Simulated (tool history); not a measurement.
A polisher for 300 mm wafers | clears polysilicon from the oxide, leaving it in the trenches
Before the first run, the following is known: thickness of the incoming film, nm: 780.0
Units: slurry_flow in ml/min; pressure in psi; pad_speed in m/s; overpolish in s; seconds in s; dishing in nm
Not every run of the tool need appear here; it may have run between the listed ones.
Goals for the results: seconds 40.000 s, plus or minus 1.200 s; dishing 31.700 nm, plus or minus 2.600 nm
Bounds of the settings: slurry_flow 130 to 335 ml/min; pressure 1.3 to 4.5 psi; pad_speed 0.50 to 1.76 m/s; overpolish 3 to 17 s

| run | hour | slurry_flow | pressure | pad_speed | overpolish | seconds | dishing |
|---|---|---|---|---|---|---|---|
| 1 | 0.0 | 215 | 2.9 | 1.12 | 9 | 59.787 | 39.270 |
| 2 | 5.7 | 220 | 3.2 | 1.12 | 7 | 54.716 | 38.704 |
| 3 | 7.9 | 195 | 3.2 | 1.12 | 7 | 55.250 | 37.699 |
| 4 | 13.3 | 195 | 3.2 | 1.12 | 4 | 55.487 | 30.468 |
| 5 | 14.6 | 185 | 3.4 | 1.14 | 4 | 52.725 | 32.560 |
| 6 | 22.2 | 150 | 3.4 | 1.14 | 4 | 55.078 | 32.267 |
| 7 | 30.2 | 185 | 3.5 | 1.14 | 4 | 52.130 | 33.299 |
| 8 | 37.7 | 180 | 3.5 | 1.22 | 4 | 48.726 | 32.835 |
| 9 | 39.8 | 195 | 3.6 | 1.26 | 4 | 44.694 | 32.206 |
| 10 | 46.1 | 210 | 3.6 | 1.26 | 4 | 45.419 | 34.111 |
|  | 52.1 | slurry nozzle cleaned |
| 11 | 52.1 | 190 | 3.7 | 1.30 | 4 | 41.342 | 34.504 |
| 12 | 54.1 | 185 | 3.7 | 1.32 | 4 | 41.682 | 35.829 |
| 13 | 58.3 | 210 | 3.7 | 1.32 | 4 | 40.625 | 34.091 |
| 14 | 62.1 | 215 | 3.7 | 1.32 | 4 | 40.502 | 34.736 |

Next run, 4 choices. One meets every target within its allowed miss, the rest don't. Which?
| A | 65.9 | 235 | 4.3 | 1.10 | 3 | ? | ? |
| B | 65.9 | 185 | 3.8 | 1.26 | 7 | ? | ? |
| C | 65.9 | 225 | 3.7 | 1.34 | 5 | ? | ? |
| D | 65.9 | 160 | 3.8 | 1.30 | 5 | ? | ? |

| move | seconds | dishing |
|---|---|---|
| A | 40.076 | 31.699 |
| B | 42.066 | 40.011 |
| C | 39.960 | 37.901 |
| D | 42.093 | 37.404 |
A: in spec on every target
B: misses by more than the last run did
C: misses by more than the last run did
D: misses by more than the last run did
The right move is A.
